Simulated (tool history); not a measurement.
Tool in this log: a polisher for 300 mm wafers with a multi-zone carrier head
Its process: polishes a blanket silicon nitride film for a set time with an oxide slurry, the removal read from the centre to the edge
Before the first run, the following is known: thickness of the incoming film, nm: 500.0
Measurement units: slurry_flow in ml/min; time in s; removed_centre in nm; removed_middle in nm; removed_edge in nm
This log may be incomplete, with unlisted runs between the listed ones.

Run 1, day 0.000: slurry_flow 245 ml/min, centre_zone 1.00, middle_zone 1.00, edge_zone 1.00, slurry_solids 1.00, time 67 s. Result: removed_centre 73.248 nm, removed_middle 71.872 nm, removed_edge 74.709 nm.
Run 2, day 0.150: slurry_flow 245 ml/min, centre_zone 1.00, middle_zone 1.00, edge_zone 1.00, slurry_solids 0.90, time 67 s. Result: removed_centre 70.144 nm, removed_middle 69.948 nm, removed_edge 71.111 nm.
Run 3, day 0.312: slurry_flow 245 ml/min, centre_zone 1.00, middle_zone 0.97, edge_zone 1.00, slurry_solids 0.90, time 67 s. Result: removed_centre 69.130 nm, removed_middle 67.521 nm, removed_edge 71.685 nm.
Run 4, day 0.362: slurry_flow 240 ml/min, centre_zone 0.97, middle_zone 0.95, edge_zone 0.96, slurry_solids 0.80, time 67 s. Result: removed_centre 64.050 nm, removed_middle 63.746 nm, removed_edge 67.488 nm.
Run 5, day 0.571: slurry_flow 235 ml/min, centre_zone 0.94, middle_zone 0.94, edge_zone 0.93, slurry_solids 0.70, time 67 s. Result: removed_centre 59.551 nm, removed_middle 62.039 nm, removed_edge 62.093 nm.
Run 6, day 0.658: slurry_flow 235 ml/min, centre_zone 0.94, middle_zone 0.94, edge_zone 0.93, slurry_solids 0.70, time 54 s. Result: removed_centre 47.642 nm, removed_middle 48.961 nm, removed_edge 50.670 nm.
Run 7, day 0.700: slurry_flow 250 ml/min, centre_zone 0.94, middle_zone 0.97, edge_zone 0.97, slurry_solids 0.75, time 54 s. Result: removed_centre 49.951 nm, removed_middle 51.253 nm, removed_edge 53.058 nm.

What does the tool deliver on the next run?
Run 8, day 0.921: slurry_flow 250 ml/min, centre_zone 0.93, middle_zone 0.99, edge_zone 1.00, slurry_solids 0.80, time 54 s. Result: removed_centre ?, removed_middle ?, removed_edge ?.

removed_centre: 50.928 nm
removed_middle: 53.558 nm
removed_edge: 55.966 nm

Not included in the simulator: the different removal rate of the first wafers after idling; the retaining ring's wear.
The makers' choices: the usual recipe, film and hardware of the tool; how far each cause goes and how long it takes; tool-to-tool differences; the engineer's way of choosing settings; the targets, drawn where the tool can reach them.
